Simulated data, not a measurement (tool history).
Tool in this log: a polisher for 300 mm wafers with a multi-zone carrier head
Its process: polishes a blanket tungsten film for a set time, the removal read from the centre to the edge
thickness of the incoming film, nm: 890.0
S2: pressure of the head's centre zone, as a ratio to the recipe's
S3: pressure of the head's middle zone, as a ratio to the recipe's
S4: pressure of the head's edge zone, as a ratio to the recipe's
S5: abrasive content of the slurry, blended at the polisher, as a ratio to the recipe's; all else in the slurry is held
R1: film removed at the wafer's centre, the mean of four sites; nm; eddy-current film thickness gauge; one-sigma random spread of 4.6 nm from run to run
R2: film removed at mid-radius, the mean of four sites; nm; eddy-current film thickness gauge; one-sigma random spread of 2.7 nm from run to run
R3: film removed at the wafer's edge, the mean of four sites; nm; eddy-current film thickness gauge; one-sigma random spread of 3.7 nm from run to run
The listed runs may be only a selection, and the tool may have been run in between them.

{"run": 1, "hour": 0.0, "flow of slurry (ml/min)": 200, "S2": 1, "S3": 1, "S4": 1, "S5": 1, "polishing time (s)": 55, "R1": 283.11, "R2": 296.93, "R3": 290.04}
{"run": 2, "hour": 8.4, "flow of slurry (ml/min)": 200, "S2": 1, "S3": 1, "S4": 1, "S5": 1, "polishing time (s)": 50, "R1": 259.19, "R2": 265.35, "R3": 265.7}
{"run": 3, "hour": 12.7, "flow of slurry (ml/min)": 215, "S2": 1.04, "S3": 1.01, "S4": 1.02, "S5": 1.1, "polishing time (s)": 50, "R1": 275.66, "R2": 277.02, "R3": 274.32}
{"run": 4, "hour": 20.9, "flow of slurry (ml/min)": 225, "S2": 1.07, "S3": 1.01, "S4": 1.03, "S5": 1.2, "polishing time (s)": 51, "R1": 306.95, "R2": 286.41, "R3": 280.22}
{"run": 5, "hour": 29.2, "flow of slurry (ml/min)": 225, "S2": 1.08, "S3": 1.02, "S4": 1.05, "S5": 1.25, "polishing time (s)": 52, "R1": 309.35, "R2": 300.8, "R3": 296.23}
{"run": 6, "hour": 37.2, "flow of slurry (ml/min)": 225, "S2": 1.08, "S3": 1.02, "S4": 1.12, "S5": 1.25, "polishing time (s)": 52, "R1": 308.73, "R2": 299.77, "R3": 306.42}
{"run": 7, "hour": 45.1, "flow of slurry (ml/min)": 235, "S2": 1.1, "S3": 1.03, "S4": 1.13, "S5": 1.3, "polishing time (s)": 52, "R1": 316.26, "R2": 305.14, "R3": 304.41}
{"hour": 46.3, "done": "slurry nozzle cleaned"}
{"run": 8, "hour": 46.3, "flow of slurry (ml/min)": 235, "S2": 1.12, "S3": 1.03, "S4": 1.13, "S5": 1.35, "polishing time (s)": 53, "R1": 343.86, "R2": 321.59, "R3": 330.76}

Predict the results of run 9:
{"run": 9, "hour": 52.6, "flow of slurry (ml/min)": 240, "S2": 1.13, "S3": 1.04, "S4": 1.12, "S5": 1.35, "polishing time (s)": 53, "R1": "?", "R2": "?", "R3": "?"}

R1: 358.83 nm
R2: 328.81 nm
R3: 323.78 nm
